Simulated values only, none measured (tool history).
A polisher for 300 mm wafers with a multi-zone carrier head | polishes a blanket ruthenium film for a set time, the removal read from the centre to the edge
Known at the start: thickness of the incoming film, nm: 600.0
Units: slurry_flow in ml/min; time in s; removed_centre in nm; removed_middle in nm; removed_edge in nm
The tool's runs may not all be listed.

Run 1, hour 0: slurry_flow 185 ml/min, centre_zone 1, middle_zone 1, edge_zone 1, time 74 s. Result: removed_centre 57.066 nm, removed_middle 63.749 nm, removed_edge 63.019 nm.
Run 2, hour 8.1: slurry_flow 185 ml/min, centre_zone 0.93, middle_zone 1, edge_zone 1, time 74 s. Result: removed_centre 52.23 nm, removed_middle 63.863 nm, removed_edge 63.043 nm.
Run 3, hour 14.9: slurry_flow 140 ml/min, centre_zone 0.93, middle_zone 1, edge_zone 1, time 74 s. Result: removed_centre 50.91 nm, removed_middle 61.081 nm, removed_edge 59.934 nm.
Run 4, hour 19.2: slurry_flow 140 ml/min, centre_zone 0.93, middle_zone 1, edge_zone 1, time 67 s. Result: removed_centre 45.505 nm, removed_middle 56.524 nm, removed_edge 54.519 nm.
Run 5, hour 24.7: slurry_flow 140 ml/min, centre_zone 0.93, middle_zone 1, edge_zone 1, time 57 s. Result: removed_centre 38.256 nm, removed_middle 47.419 nm, removed_edge 48.041 nm.
Run 6, hour 25.7: slurry_flow 140 ml/min, centre_zone 0.93, middle_zone 1.08, edge_zone 1, time 57 s. Result: removed_centre 38.678 nm, removed_middle 50.357 nm, removed_edge 48.617 nm.
Run 7, hour 29.5: slurry_flow 170 ml/min, centre_zone 0.97, middle_zone 1.09, edge_zone 1.05, time 64 s. Result: removed_centre 45.842 nm, removed_middle 57.796 nm, removed_edge 54.53 nm.
Run 8, hour 36.3: slurry_flow 195 ml/min, centre_zone 0.98, middle_zone 1.05, edge_zone 1.08, time 71 s. Result: removed_centre 52.951 nm, removed_middle 64.622 nm, removed_edge 62.458 nm.
Run 9, hour 41.3: slurry_flow 215 ml/min, centre_zone 1, middle_zone 1.02, edge_zone 1.11, time 75 s. Result: removed_centre 58.618 nm, removed_middle 66.575 nm, removed_edge 66.379 nm.
Run 10, hour 44.2: slurry_flow 225 ml/min, centre_zone 1, middle_zone 1.01, edge_zone 1.13, time 79 s. Result: removed_centre 61.799 nm, removed_middle 71.381 nm, removed_edge 72.83 nm.
Run 11, hour 49.6: slurry_flow 230 ml/min, centre_zone 1.02, middle_zone 1.01, edge_zone 1.14, time 82 s. Result: removed_centre 65.714 nm, removed_middle 72.985 nm, removed_edge 74.475 nm.
At hour 55.1: centre zone pressure recalibrated.
Run 12, hour 55.1: slurry_flow 230 ml/min, centre_zone 1.03, middle_zone 1, edge_zone 1.18, time 96 s. Result: removed_centre 86.67 nm, removed_middle 85.196 nm, removed_edge 86.52 nm.

The next listed run, before its measurement:
Run 13, hour 56.4: slurry_flow 230 ml/min, centre_zone 1.01, middle_zone 0.99, edge_zone 1.18, time 96 s. Result: removed_centre ?, removed_middle ?, removed_edge ?.

removed_centre: 85.557 nm
removed_middle: 83.19 nm
removed_edge: 89.556 nm

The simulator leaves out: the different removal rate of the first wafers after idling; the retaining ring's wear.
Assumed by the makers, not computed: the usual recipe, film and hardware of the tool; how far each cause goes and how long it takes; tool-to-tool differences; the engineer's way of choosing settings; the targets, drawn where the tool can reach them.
